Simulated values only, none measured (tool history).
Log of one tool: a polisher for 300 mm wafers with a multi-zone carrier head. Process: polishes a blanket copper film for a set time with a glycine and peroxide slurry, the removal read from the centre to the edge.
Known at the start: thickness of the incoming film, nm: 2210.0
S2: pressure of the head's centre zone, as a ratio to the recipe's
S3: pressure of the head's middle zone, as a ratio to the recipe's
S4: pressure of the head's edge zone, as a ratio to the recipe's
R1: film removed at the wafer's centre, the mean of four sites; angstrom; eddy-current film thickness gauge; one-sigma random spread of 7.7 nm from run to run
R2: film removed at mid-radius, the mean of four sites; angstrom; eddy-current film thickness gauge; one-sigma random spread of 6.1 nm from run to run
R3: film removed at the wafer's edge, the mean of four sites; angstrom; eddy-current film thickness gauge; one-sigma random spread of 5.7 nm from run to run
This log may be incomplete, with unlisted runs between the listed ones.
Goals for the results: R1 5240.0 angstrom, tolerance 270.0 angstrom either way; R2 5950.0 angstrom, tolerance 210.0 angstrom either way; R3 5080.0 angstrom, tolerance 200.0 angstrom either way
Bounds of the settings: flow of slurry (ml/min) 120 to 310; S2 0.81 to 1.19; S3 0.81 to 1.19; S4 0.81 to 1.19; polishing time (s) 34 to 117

run 1 hour=0.0 | flow_of_slurry_(ml/min)=200 S2=1.00 S3=1.00 S4=1.00 polishing_time_(s)=75 | R1=4370.9 R2=4293.2 R3=4274.8
run 2 hour=4.2 | flow_of_slurry_(ml/min)=200 S2=1.00 S3=0.96 S4=1.00 polishing_time_(s)=75 | R1=4229.4 R2=4148.9 R3=4322.4
run 3 hour=7.8 | flow_of_slurry_(ml/min)=200 S2=1.00 S3=0.96 S4=1.00 polishing_time_(s)=60 | R1=3543.1 R2=3316.6 R3=3445.7
run 4 hour=15.8 | flow_of_slurry_(ml/min)=200 S2=1.00 S3=0.96 S4=0.91 polishing_time_(s)=60 | R1=3529.1 R2=3340.5 R3=3212.9
run 5 hour=21.2 | flow_of_slurry_(ml/min)=200 S2=1.00 S3=1.01 S4=0.91 polishing_time_(s)=60 | R1=3514.3 R2=3546.0 R3=3288.1
run 6 hour=21.8 | flow_of_slurry_(ml/min)=205 S2=1.01 S3=1.03 S4=0.92 polishing_time_(s)=63 | R1=3666.2 R2=3625.5 R3=3503.6
run 7 hour=27.1 | flow_of_slurry_(ml/min)=200 S2=1.01 S3=1.04 S4=0.91 polishing_time_(s)=67 | R1=3911.3 R2=3960.1 R3=3620.6
run 8 hour=31.0 | flow_of_slurry_(ml/min)=200 S2=1.01 S3=1.05 S4=0.91 polishing_time_(s)=70 | R1=4038.0 R2=4145.5 R3=3824.9
run 9 hour=35.0 | flow_of_slurry_(ml/min)=200 S2=1.01 S3=1.07 S4=0.91 polishing_time_(s)=73 | R1=4228.2 R2=4446.7 R3=3974.3
run 10 hour=37.2 | flow_of_slurry_(ml/min)=200 S2=1.01 S3=1.08 S4=0.92 polishing_time_(s)=75 | R1=4455.7 R2=4544.5 R3=4130.8
run 11 hour=45.6 | flow_of_slurry_(ml/min)=200 S2=1.00 S3=1.09 S4=0.92 polishing_time_(s)=77 | R1=4304.1 R2=4690.2 R3=4347.8
run 12 hour=46.8 | flow_of_slurry_(ml/min)=200 S2=1.00 S3=1.09 S4=0.92 polishing_time_(s)=77 | R1=4374.4 R2=4802.9 R3=4295.7
run 13 hour=54.1 | flow_of_slurry_(ml/min)=205 S2=1.01 S3=1.10 S4=0.92 polishing_time_(s)=78 | R1=4613.1 R2=4822.7 R3=4300.0
run 14 hour=59.1 | flow_of_slurry_(ml/min)=205 S2=1.01 S3=1.10 S4=0.92 polishing_time_(s)=78 | R1=4461.1 R2=4899.2 R3=4263.5
run 15 hour=64.7 | flow_of_slurry_(ml/min)=205 S2=1.01 S3=1.11 S4=0.93 polishing_time_(s)=79 | R1=4722.0 R2=5010.1 R3=4404.3
run 16 hour=68.5 | flow_of_slurry_(ml/min)=210 S2=1.00 S3=1.12 S4=0.94 polishing_time_(s)=80 | R1=4750.5 R2=5046.9 R3=4531.2
run 17 hour=72.9 | flow_of_slurry_(ml/min)=210 S2=1.00 S3=1.13 S4=0.94 polishing_time_(s)=81 | R1=4638.2 R2=5194.9 R3=4593.9
run 18 hour=77.7 | flow_of_slurry_(ml/min)=210 S2=1.00 S3=1.14 S4=0.94 polishing_time_(s)=82 | R1=4949.7 R2=5248.8 R3=4582.0
run 19 hour=81.5 | flow_of_slurry_(ml/min)=210 S2=1.00 S3=1.14 S4=0.94 polishing_time_(s)=83 | R1=4914.7 R2=5345.4 R3=4624.2
run 20 hour=89.0 | flow_of_slurry_(ml/min)=210 S2=1.00 S3=1.14 S4=0.94 polishing_time_(s)=84 | R1=4819.1 R2=5366.4 R3=4670.7
run 21 hour=94.2 | flow_of_slurry_(ml/min)=210 S2=1.00 S3=1.14 S4=0.94 polishing_time_(s)=85 | R1=4974.9 R2=5580.2 R3=4638.7
run 22 hour=100.8 | flow_of_slurry_(ml/min)=205 S2=1.00 S3=1.14 S4=0.95 polishing_time_(s)=86 | R1=5114.8 R2=5562.6 R3=4754.7

Which one of the following 4 next-run settings gets every result inside its allowed miss? There is exactly one.
run A hour=107.4 | flow_of_slurry_(ml/min)=120 S2=1.13 S3=1.16 S4=0.99 polishing_time_(s)=87 | R1=? R2=? R3=?
run B hour=107.4 | flow_of_slurry_(ml/min)=205 S2=1.00 S3=1.17 S4=0.94 polishing_time_(s)=91 | R1=? R2=? R3=?
run C hour=107.4 | flow_of_slurry_(ml/min)=215 S2=1.07 S3=1.10 S4=1.03 polishing_time_(s)=87 | R1=? R2=? R3=?
run D hour=107.4 | flow_of_slurry_(ml/min)=145 S2=1.10 S3=1.03 S4=1.05 polishing_time_(s)=89 | R1=? R2=? R3=?

move=A R1=4899.3 R2=5016.2 R3=4554.9
move=B R1=5346.9 R2=5936.1 R3=5089.4
move=C R1=5407.0 R2=5418.4 R3=5043.3
move=D R1=5196.0 R2=4871.6 R3=4928.3
A: lands further from the targets than the last run did
B: each result inside its tolerance
C: lands further from the targets than the last run did
D: lands further from the targets than the last run did
The move that meets every target is B.

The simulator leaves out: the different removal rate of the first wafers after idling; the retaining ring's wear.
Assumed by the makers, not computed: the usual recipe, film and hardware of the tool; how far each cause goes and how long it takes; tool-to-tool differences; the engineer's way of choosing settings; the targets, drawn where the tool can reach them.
